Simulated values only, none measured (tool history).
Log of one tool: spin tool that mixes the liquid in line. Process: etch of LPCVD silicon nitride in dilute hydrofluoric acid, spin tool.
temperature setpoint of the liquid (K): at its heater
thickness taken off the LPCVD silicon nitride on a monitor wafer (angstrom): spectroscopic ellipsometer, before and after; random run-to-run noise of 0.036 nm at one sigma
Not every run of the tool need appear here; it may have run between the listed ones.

| run | hour | temperature setpoint of the liquid (K) | parts of water to one part of 49 % hydrofluoric acid (parts by volume) | time under the liquid (s) | thickness taken off the LPCVD silicon nitride on a monitor wafer (angstrom) |
|---|---|---|---|---|---|
| 1 | 0 | 298.15 | 45 | 305 | 37.141 |
| 2 | 3.2 | 297.15 | 45 | 305 | 34.591 |
| 3 | 11 | 297.15 | 55 | 305 | 28.632 |
| 4 | 16.8 | 296.65 | 55 | 305 | 27.593 |
| 5 | 23.8 | 299.15 | 55 | 305 | 32.5 |
|  | 32.4 | hydrofluoric acid flow meter replaced |
| 6 | 32.4 | 299.15 | 55 | 330 | 30.999 |
| 7 | 36.3 | 298.15 | 55 | 330 | 28.967 |
| 8 | 38.7 | 297.65 | 55 | 330 | 28.444 |

For run 9, what comes out?
| 9 | 46.8 | 297.15 | 55 | 330 | ? |

Run 9 came out at thickness taken off the LPCVD silicon nitride on a monitor wafer (angstrom) 27.827.
